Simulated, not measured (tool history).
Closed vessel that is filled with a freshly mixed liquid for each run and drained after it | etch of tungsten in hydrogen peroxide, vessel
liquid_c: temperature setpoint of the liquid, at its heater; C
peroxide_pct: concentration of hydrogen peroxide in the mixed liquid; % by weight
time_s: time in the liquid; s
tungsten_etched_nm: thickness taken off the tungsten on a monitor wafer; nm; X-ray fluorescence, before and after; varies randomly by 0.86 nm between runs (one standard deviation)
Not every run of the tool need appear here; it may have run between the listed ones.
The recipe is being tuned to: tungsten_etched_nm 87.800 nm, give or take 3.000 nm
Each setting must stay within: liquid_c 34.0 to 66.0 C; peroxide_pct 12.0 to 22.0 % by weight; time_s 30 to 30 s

{"run": 1, "hour": 0.0, "liquid_c": 50.0, "peroxide_pct": 15.0, "time_s": 30, "tungsten_etched_nm": 36.269}
{"run": 2, "hour": 2.9, "liquid_c": 55.0, "peroxide_pct": 15.0, "time_s": 30, "tungsten_etched_nm": 50.049}
{"run": 3, "hour": 3.9, "liquid_c": 55.0, "peroxide_pct": 17.0, "time_s": 30, "tungsten_etched_nm": 52.802}
{"run": 4, "hour": 7.8, "liquid_c": 58.0, "peroxide_pct": 17.0, "time_s": 30, "tungsten_etched_nm": 63.573}
{"run": 5, "hour": 10.9, "liquid_c": 55.0, "peroxide_pct": 17.0, "time_s": 30, "tungsten_etched_nm": 52.441}
{"run": 6, "hour": 18.9, "liquid_c": 58.0, "peroxide_pct": 17.0, "time_s": 30, "tungsten_etched_nm": 62.67}
{"run": 7, "hour": 22.7, "liquid_c": 64.5, "peroxide_pct": 17.0, "time_s": 30, "tungsten_etched_nm": 91.638}
{"run": 8, "hour": 23.2, "liquid_c": 64.5, "peroxide_pct": 17.0, "time_s": 30, "tungsten_etched_nm": 92.045}

Exactly one of the 4 candidate moves below puts every result within its allowed miss. Which one?
{"run": "A", "hour": 23.7, "liquid_c": 62.0, "peroxide_pct": 21.0, "time_s": 30, "tungsten_etched_nm": "?"}
{"run": "B", "hour": 23.7, "liquid_c": 66.0, "peroxide_pct": 15.5, "time_s": 30, "tungsten_etched_nm": "?"}
{"run": "C", "hour": 23.7, "liquid_c": 65.0, "peroxide_pct": 18.0, "time_s": 30, "tungsten_etched_nm": "?"}
{"run": "D", "hour": 23.7, "liquid_c": 64.5, "peroxide_pct": 18.5, "time_s": 30, "tungsten_etched_nm": "?"}

move=A tungsten_etched_nm=87.176
move=B tungsten_etched_nm=93.756
move=C tungsten_etched_nm=95.565
move=D tungsten_etched_nm=94.213
A: all results land within tolerance of their targets
B: the biggest miss grows against the last run
C: the biggest miss grows against the last run
D: the biggest miss grows against the last run
A is the move that brings every result within its allowed miss.
